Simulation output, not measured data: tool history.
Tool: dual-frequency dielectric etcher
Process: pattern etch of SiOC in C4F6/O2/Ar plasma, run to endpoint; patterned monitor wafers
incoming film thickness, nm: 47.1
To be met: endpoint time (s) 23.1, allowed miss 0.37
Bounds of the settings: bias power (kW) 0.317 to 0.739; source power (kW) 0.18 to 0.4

run	day	bias power (kW)	source power (kW)	endpoint time (s)
1	0	0.528	0.29	16.887
2	0.104	0.504	0.28	17.695
3	0.129	0.483	0.27	18.385
4	0.158	0.464	0.27	18.827
5	0.321	0.464	0.24	20.028
6	0.492	0.448	0.24	20.295
7	0.654	0.434	0.24	20.896
8	0.917	0.425	0.24	21.095
9	1.262	0.319	0.22	26.565
10	1.583	0.328	0.22	26.233
11	1.917	0.336	0.22	25.853
12	2.054	0.336	0.22	25.68
13	2.25	0.343	0.22	25.18
14	2.596	0.349	0.22	25.069
15	2.642	0.354	0.22	24.74
16	2.996	0.358	0.22	24.425
17	3.329	0.361	0.22	24.5
18	3.671	0.361	0.22	24.703
19	3.979	0.366	0.22	24.281
20	4.288	0.369	0.22	24.123
21	4.471	0.372	0.22	23.992
22	4.679	0.374	0.22	24.009
23	4.704	0.377	0.22	23.803
24	4.979	0.379	0.22	23.837
25	5.179	0.381	0.22	23.516
26	5.296	0.382	0.22	23.566
27	5.608	0.383	0.22	23.39
28	5.804	0.383	0.22	23.674
29	5.842	0.385	0.22	23.614

Which of these 5 next moves meets every target?
A	5.879	0.365	0.22	?
B	5.879	0.331	0.24	?
C	5.879	0.366	0.24	?
D	5.879	0.374	0.21	?
E	5.879	0.404	0.2	?

move	endpoint time (s)
A	24.426
B	24.811
C	23.223
D	24.702
E	24.217
A: further off than the last run
B: further off than the last run
C: meets every target
D: further off than the last run
E: further off than the last run
The right move is C.
